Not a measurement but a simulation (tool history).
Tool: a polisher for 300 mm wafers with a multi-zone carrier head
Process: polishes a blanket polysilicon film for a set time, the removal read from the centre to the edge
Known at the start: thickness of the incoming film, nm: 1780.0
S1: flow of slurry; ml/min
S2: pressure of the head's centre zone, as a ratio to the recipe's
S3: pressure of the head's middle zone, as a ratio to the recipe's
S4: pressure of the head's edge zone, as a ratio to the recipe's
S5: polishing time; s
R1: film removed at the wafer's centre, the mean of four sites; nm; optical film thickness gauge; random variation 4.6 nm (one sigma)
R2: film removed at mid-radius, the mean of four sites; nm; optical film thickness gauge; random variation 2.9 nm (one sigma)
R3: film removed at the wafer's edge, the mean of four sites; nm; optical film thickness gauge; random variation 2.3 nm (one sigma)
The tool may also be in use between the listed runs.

run    day   S1    S2    S3    S4  S5      R1      R2      R3
  1  0.000  300  1.00  1.00  1.00  44  369.50  374.25  389.79
  2  0.350  295  1.00  1.01  0.95  43  356.06  367.41  373.18
  3  0.462  255  1.00  1.01  0.95  43  352.81  365.47  366.41
  4  0.567  245  1.00  1.02  0.92  42  345.61  354.21  355.24
  5  0.688  240  1.00  1.04  0.89  41  336.75  350.54  340.60
  6  1.050  240  1.00  1.04  0.93  41  329.40  354.21  349.45

Forecast run 7:
  7  1.350  240  1.01  1.05  0.90  41   ?   ?   ?

Run 7 gave R1 336.62 nm, R2 356.51 nm, R3 342.88 nm.
